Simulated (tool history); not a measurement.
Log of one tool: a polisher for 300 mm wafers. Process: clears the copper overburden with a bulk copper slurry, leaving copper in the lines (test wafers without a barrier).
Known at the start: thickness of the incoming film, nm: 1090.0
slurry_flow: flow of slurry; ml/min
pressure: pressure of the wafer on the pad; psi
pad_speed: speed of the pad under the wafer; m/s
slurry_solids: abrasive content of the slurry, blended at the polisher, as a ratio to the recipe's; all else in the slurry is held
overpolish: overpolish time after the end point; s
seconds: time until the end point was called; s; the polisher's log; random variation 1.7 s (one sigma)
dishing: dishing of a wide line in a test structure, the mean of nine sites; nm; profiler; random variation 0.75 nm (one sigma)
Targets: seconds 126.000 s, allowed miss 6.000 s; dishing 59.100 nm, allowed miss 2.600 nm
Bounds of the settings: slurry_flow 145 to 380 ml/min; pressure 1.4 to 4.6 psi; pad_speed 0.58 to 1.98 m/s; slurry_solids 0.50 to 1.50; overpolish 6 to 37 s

run	day	slurry_flow	pressure	pad_speed	slurry_solids	overpolish	seconds	dishing
1	0.000	245	3.0	1.28	1.00	19	86.929	70.846
2	0.254	245	3.0	1.28	1.00	25	86.887	72.034
3	0.521	245	2.5	1.28	1.00	25	98.153	67.917
4	0.696	210	2.5	1.28	1.00	25	103.180	68.577
5	0.979	240	2.5	1.28	1.00	25	103.360	67.736
6	1.046	280	2.5	1.28	1.00	25	100.390	66.698
7	1.321	280	2.4	1.28	1.00	25	104.020	65.945
8	1.558	280	2.3	1.28	1.00	25	109.210	65.189
9	1.758	280	2.2	1.28	1.00	24	113.780	62.717

4 next moves are on the table. One of them brings every result within its allowed miss. Which?
A	1.958	305	2.5	0.96	0.90	37	?	?
B	1.958	295	2.1	1.36	1.00	18	?	?
C	1.958	260	1.9	1.20	0.95	25	?	?
D	1.958	265	1.7	1.52	0.85	27	?	?

move	seconds	dishing
A	131.470	69.535
B	109.020	58.180
C	138.690	58.316
D	125.040	59.038
A: brings the result that was furthest off to its target, and leaves another outside
B: further off than the last run
C: takes the result that was furthest off past its target
D: meets every target
The right move is D.

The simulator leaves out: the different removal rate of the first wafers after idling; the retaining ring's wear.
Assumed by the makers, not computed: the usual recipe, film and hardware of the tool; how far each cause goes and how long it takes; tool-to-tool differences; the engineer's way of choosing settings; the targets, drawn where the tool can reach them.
